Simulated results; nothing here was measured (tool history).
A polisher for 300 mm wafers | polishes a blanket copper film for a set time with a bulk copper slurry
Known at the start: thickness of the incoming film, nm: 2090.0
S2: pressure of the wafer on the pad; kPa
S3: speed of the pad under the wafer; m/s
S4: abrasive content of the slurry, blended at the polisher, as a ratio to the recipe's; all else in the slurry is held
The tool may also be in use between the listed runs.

{"run": 1, "hour": 0.0, "flow of slurry (ml/min)": 185, "S2": 24.1, "S3": 1.36, "S4": 1.0, "polishing time (s)": 24, "film removed (Å)": 4126.6}
{"run": 2, "hour": 6.3, "flow of slurry (ml/min)": 195, "S2": 24.8, "S3": 1.36, "S4": 1.0, "polishing time (s)": 24, "film removed (Å)": 4258.9}
{"run": 3, "hour": 13.7, "flow of slurry (ml/min)": 195, "S2": 24.8, "S3": 1.36, "S4": 1.0, "polishing time (s)": 24, "film removed (Å)": 4225.1}
{"run": 4, "hour": 16.7, "flow of slurry (ml/min)": 195, "S2": 19.3, "S3": 1.36, "S4": 1.0, "polishing time (s)": 24, "film removed (Å)": 3613.3}
{"run": 5, "hour": 17.5, "flow of slurry (ml/min)": 205, "S2": 21.4, "S3": 1.36, "S4": 1.0, "polishing time (s)": 24, "film removed (Å)": 3918.2}
{"run": 6, "hour": 25.1, "flow of slurry (ml/min)": 205, "S2": 21.4, "S3": 1.36, "S4": 1.0, "polishing time (s)": 22, "film removed (Å)": 3578.6}
{"run": 7, "hour": 33.7, "flow of slurry (ml/min)": 205, "S2": 23.4, "S3": 1.36, "S4": 1.0, "polishing time (s)": 22, "film removed (Å)": 3805.4}
{"run": 8, "hour": 36.4, "flow of slurry (ml/min)": 250, "S2": 30.3, "S3": 1.36, "S4": 1.0, "polishing time (s)": 22, "film removed (Å)": 4640.6}

The next listed run, before its measurement:
{"run": 9, "hour": 39.1, "flow of slurry (ml/min)": 250, "S2": 31.0, "S3": 1.36, "S4": 1.0, "polishing time (s)": 22, "film removed (Å)": "?"}

Run 9 gave film removed (Å) 4717.8.
